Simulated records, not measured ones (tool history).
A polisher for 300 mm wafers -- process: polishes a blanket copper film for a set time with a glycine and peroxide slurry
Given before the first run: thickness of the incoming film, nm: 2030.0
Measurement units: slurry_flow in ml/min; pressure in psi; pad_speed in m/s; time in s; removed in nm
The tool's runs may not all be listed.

run    day  slurry_flow  pressure  pad_speed  time  removed
  1      0          150       1.8       0.84    41   155.26
  2  0.371          130       1.8       0.84    41   147.31
  3  0.742          120       1.7       0.84    41   140.78
  4  0.883          120       1.7       0.64    41   118.77
  5  1.004          120       1.7        0.5    41   103.91
  6  1.383          120       1.7        0.5    41   104.39
  7  1.679          140       1.8        0.5    41   112.71
  8    1.9          155       1.8        0.5    41   113.11
  9  1.946          165       1.9        0.5    41   118.33

What does the tool deliver on the next run?
 10  2.071          170       1.9        0.5    41        ?

For run 10 the tool returned removed 118.9 nm.

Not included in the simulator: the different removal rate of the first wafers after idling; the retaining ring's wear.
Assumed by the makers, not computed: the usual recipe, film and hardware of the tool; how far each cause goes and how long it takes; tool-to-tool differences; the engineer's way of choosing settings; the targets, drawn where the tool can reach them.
